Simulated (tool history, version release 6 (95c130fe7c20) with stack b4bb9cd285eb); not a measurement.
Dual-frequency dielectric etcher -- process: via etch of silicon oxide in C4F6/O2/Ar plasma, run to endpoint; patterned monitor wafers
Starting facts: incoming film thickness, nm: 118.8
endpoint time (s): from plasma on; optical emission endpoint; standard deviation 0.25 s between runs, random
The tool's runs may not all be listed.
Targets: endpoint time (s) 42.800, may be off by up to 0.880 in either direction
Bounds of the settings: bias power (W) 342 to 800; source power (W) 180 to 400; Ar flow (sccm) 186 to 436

run 1 hour=0.0 | bias_power_(W)=571 source_power_(W)=290 Ar_flow_(sccm)=311 | endpoint_time_(s)=33.513
run 2 hour=6.3 | bias_power_(W)=542 source_power_(W)=280 Ar_flow_(sccm)=314 | endpoint_time_(s)=34.774
run 3 hour=14.9 | bias_power_(W)=622 source_power_(W)=280 Ar_flow_(sccm)=314 | endpoint_time_(s)=32.619
run 4 hour=16.5 | bias_power_(W)=587 source_power_(W)=270 Ar_flow_(sccm)=316 | endpoint_time_(s)=33.747
run 5 hour=24.2 | bias_power_(W)=587 source_power_(W)=270 Ar_flow_(sccm)=351 | endpoint_time_(s)=34.183
run 6 hour=30.9 | bias_power_(W)=541 source_power_(W)=270 Ar_flow_(sccm)=351 | endpoint_time_(s)=34.929
run 7 hour=35.1 | bias_power_(W)=513 source_power_(W)=260 Ar_flow_(sccm)=352 | endpoint_time_(s)=36.617
run 8 hour=39.6 | bias_power_(W)=491 source_power_(W)=260 Ar_flow_(sccm)=353 | endpoint_time_(s)=36.640
run 9 hour=42.9 | bias_power_(W)=471 source_power_(W)=250 Ar_flow_(sccm)=354 | endpoint_time_(s)=37.754
run 10 hour=50.3 | bias_power_(W)=454 source_power_(W)=240 Ar_flow_(sccm)=355 | endpoint_time_(s)=39.404
run 11 hour=58.2 | bias_power_(W)=441 source_power_(W)=240 Ar_flow_(sccm)=355 | endpoint_time_(s)=39.347
run 12 hour=66.1 | bias_power_(W)=429 source_power_(W)=240 Ar_flow_(sccm)=355 | endpoint_time_(s)=39.939

Pick the move, out of 4, that brings all results within their allowed miss; only one does.
run A hour=74.0 | bias_power_(W)=472 source_power_(W)=250 Ar_flow_(sccm)=320 | endpoint_time_(s)=?
run B hour=74.0 | bias_power_(W)=439 source_power_(W)=250 Ar_flow_(sccm)=315 | endpoint_time_(s)=?
run C hour=74.0 | bias_power_(W)=364 source_power_(W)=240 Ar_flow_(sccm)=391 | endpoint_time_(s)=?
run D hour=74.0 | bias_power_(W)=434 source_power_(W)=220 Ar_flow_(sccm)=348 | endpoint_time_(s)=?

move=A endpoint_time_(s)=37.632
move=B endpoint_time_(s)=38.658
move=C endpoint_time_(s)=42.828
move=D endpoint_time_(s)=40.568
A: further off than the last run
B: further off than the last run
C: every result within its allowed miss
D: moves toward the targets from the last run without getting all of them in spec
The move that meets every target is C.
